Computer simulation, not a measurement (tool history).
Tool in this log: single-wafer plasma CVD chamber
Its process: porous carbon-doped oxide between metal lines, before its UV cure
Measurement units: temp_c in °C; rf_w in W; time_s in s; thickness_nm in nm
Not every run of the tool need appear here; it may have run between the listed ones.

Run 1, hour 0.0: temp_c 280 °C, rf_w 545 W, time_s 17.1 s. Result: thickness_nm 110.37 nm.
Run 2, hour 3.9: temp_c 276 °C, rf_w 545 W, time_s 17.1 s. Result: thickness_nm 113.71 nm.
Run 3, hour 12.7: temp_c 270 °C, rf_w 545 W, time_s 17.1 s. Result: thickness_nm 118.18 nm.
Run 4, hour 19.8: temp_c 275 °C, rf_w 540 W, time_s 17.1 s. Result: thickness_nm 114.13 nm.
Run 5, hour 25.5: temp_c 267 °C, rf_w 540 W, time_s 17.1 s. Result: thickness_nm 119.66 nm.
Run 6, hour 29.1: temp_c 272 °C, rf_w 535 W, time_s 17.1 s. Result: thickness_nm 115.67 nm.
Run 7, hour 35.1: temp_c 276 °C, rf_w 530 W, time_s 17.1 s. Result: thickness_nm 109.95 nm.
Run 8, hour 43.2: temp_c 278 °C, rf_w 530 W, time_s 17.1 s. Result: thickness_nm 110.02 nm.
Run 9, hour 50.9: temp_c 281 °C, rf_w 525 W, time_s 17.1 s. Result: thickness_nm 106.65 nm.
Run 10, hour 57.8: temp_c 283 °C, rf_w 525 W, time_s 17.1 s. Result: thickness_nm 104.11 nm.

Run 11, settings as shown, results not yet in. Your forecast:
Run 11, hour 63.1: temp_c 284 °C, rf_w 525 W, time_s 17.1 s. Result: thickness_nm ?.

{"run 11": {"thickness_nm": 105.36}}
